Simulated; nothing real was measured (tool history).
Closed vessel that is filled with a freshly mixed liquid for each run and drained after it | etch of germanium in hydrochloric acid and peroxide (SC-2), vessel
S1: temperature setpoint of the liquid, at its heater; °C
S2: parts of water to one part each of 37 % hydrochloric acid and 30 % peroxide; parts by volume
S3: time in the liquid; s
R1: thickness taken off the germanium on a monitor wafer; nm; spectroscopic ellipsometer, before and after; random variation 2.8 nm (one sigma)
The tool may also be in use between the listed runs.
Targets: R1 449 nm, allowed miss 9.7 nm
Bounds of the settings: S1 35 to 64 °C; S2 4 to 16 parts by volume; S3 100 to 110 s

run 1 hour=0 | S1=48 S2=9 S3=100 | R1=357.04
run 2 hour=2.3 | S1=48 S2=9 S3=100 | R1=359.17
run 3 hour=5.7 | S1=49 S2=9 S3=100 | R1=365.8
run 4 hour=7.7 | S1=50 S2=9 S3=100 | R1=380.35
run 5 hour=11.4 | S1=50 S2=9 S3=100 | R1=383.59
run 6 hour=19.9 | S1=51 S2=9 S3=100 | R1=396.55
run 7 hour=22.5 | S1=51.5 S2=9 S3=100 | R1=397.54
run 8 hour=26.9 | S1=52 S2=9 S3=100 | R1=409.26
run 9 hour=31.1 | S1=52.5 S2=9 S3=100 | R1=412.64

Which of these 4 next moves meets every target?
run A hour=35.3 | S1=53.5 S2=8 S3=105 | R1=?
run B hour=35.3 | S1=50.5 S2=8.5 S3=110 | R1=?
run C hour=35.3 | S1=51.5 S2=9.5 S3=105 | R1=?
run D hour=35.3 | S1=51.5 S2=9 S3=105 | R1=?

move=A R1=443.62
move=B R1=421.23
move=C R1=411.11
move=D R1=413.04
A: meets every target
B: nearer than the last run, and not there yet
C: as far off as the last run
D: as far off as the last run
Answer: A
